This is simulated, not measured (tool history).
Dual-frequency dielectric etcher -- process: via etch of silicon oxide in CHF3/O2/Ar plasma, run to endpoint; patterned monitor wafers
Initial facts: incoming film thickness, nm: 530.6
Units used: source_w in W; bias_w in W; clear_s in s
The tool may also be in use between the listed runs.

{"run": 1, "hour": 0.0, "source_w": 700, "bias_w": 135, "clear_s": 300.72}
{"run": 2, "hour": 3.4, "source_w": 690, "bias_w": 134, "clear_s": 303.14}
{"run": 3, "hour": 6.8, "source_w": 740, "bias_w": 134, "clear_s": 294.66}
{"run": 4, "hour": 12.8, "source_w": 740, "bias_w": 112, "clear_s": 313.42}
{"run": 5, "hour": 15.7, "source_w": 780, "bias_w": 112, "clear_s": 315.38}
{"hour": 17.0, "done": "wet clean of the chamber"}
{"run": 6, "hour": 17.0, "source_w": 870, "bias_w": 112, "clear_s": 296.41}
{"run": 7, "hour": 21.0, "source_w": 850, "bias_w": 111, "clear_s": 295.95}
{"run": 8, "hour": 25.2, "source_w": 830, "bias_w": 110, "clear_s": 299.01}
{"run": 9, "hour": 27.5, "source_w": 820, "bias_w": 109, "clear_s": 305.0}
{"run": 10, "hour": 35.5, "source_w": 810, "bias_w": 108, "clear_s": 306.45}

Estimate the outcome of run 11 from the log above:
{"run": 11, "hour": 43.0, "source_w": 800, "bias_w": 107, "clear_s": "?"}

{"run 11": {"clear_s": 307.97}}
